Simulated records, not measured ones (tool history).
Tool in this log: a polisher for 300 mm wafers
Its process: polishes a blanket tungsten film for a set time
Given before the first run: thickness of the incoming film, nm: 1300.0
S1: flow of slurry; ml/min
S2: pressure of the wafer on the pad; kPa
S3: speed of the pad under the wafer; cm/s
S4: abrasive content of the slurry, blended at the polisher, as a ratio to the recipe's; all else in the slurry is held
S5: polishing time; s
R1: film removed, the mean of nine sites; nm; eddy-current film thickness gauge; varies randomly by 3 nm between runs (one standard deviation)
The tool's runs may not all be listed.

run	hour	S1	S2	S3	S4	S5	R1
1	0	300	22.1	132	1	47	238.37
2	1.7	330	22.1	132	1	47	241.67
3	4.1	330	23.4	132	1	47	251.76
4	7.7	330	21.4	132	1	47	234.21
5	10	385	21.4	132	1	47	235.75
6	13.9	385	22.8	132	1	47	248.15
7	19.2	385	24.1	132	1	47	255.77

Forecast run 8:
8	26.7	385	25.5	132	1	47	?

Run 8 came out at R1 273.84 nm.

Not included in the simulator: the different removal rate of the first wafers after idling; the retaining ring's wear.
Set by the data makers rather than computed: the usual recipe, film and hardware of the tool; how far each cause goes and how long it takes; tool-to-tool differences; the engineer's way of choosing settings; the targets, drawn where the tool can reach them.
